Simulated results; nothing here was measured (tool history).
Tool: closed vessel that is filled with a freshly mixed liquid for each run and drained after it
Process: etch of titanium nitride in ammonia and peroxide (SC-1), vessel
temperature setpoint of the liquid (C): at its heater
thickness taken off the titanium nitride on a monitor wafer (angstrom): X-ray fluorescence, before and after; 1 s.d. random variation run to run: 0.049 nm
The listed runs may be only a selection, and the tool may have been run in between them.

run	day	temperature setpoint of the liquid (C)	parts of water to one part of 30 % peroxide (parts by volume)	parts of 29 % ammonia solution to one part of 30 % peroxide (parts by volume)	time in the liquid (s)	thickness taken off the titanium nitride on a monitor wafer (angstrom)
1	0	54	27.5	0.6	215	103.91
2	0.354	54	27.5	0.6	235	112.93
3	0.567	54	23.5	0.6	235	122.66
4	0.871	54	23.5	0.6	215	113.16
5	0.929	54	23.5	0.6	235	123.95
6	1.15	54	23.5	0.6	235	123.24
7	1.338	46	24	0.6	235	70.138
8	1.612	45	24	0.6	235	64.512

Predict the results of run 9:
9	1.875	44.5	24	0.6	235	?

Run 9 produced thickness taken off the titanium nitride on a monitor wafer (angstrom) 63.323.
